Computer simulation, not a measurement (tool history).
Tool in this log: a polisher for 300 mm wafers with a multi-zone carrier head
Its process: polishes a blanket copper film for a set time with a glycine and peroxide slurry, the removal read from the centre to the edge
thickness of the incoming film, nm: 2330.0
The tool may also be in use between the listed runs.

run	hour	flow of slurry (ml/min)	pressure of the head's centre zone	pressure of the head's middle zone	pressure of the head's edge zone	polishing time (s)	film removed at the wafer's centre (Å)	film removed at mid-radius (Å)	film removed at the wafer's edge (Å)
1	0	215	1	1	1	31	1352.8	1370.7	1353
2	6.7	215	1.06	1	1	31	1412.6	1398.3	1354.2
3	10.2	215	1.06	1.06	1	31	1403.6	1447.1	1342.9
4	16.5	215	1.09	1.06	1	31	1475.7	1457.4	1310.5
5	24.6	220	1.06	1.03	1.03	32	1459.7	1457.2	1410.4
6	25.2	225	1.04	1.01	1.06	33	1501	1506.9	1495.9

The next listed run, before its measurement:
7	30.7	220	1.02	0.98	1.08	33	?	?	?

Run 7 measured film removed at the wafer's centre (Å) 1493.4, film removed at mid-radius (Å) 1466.5, film removed at the wafer's edge (Å) 1496.8.

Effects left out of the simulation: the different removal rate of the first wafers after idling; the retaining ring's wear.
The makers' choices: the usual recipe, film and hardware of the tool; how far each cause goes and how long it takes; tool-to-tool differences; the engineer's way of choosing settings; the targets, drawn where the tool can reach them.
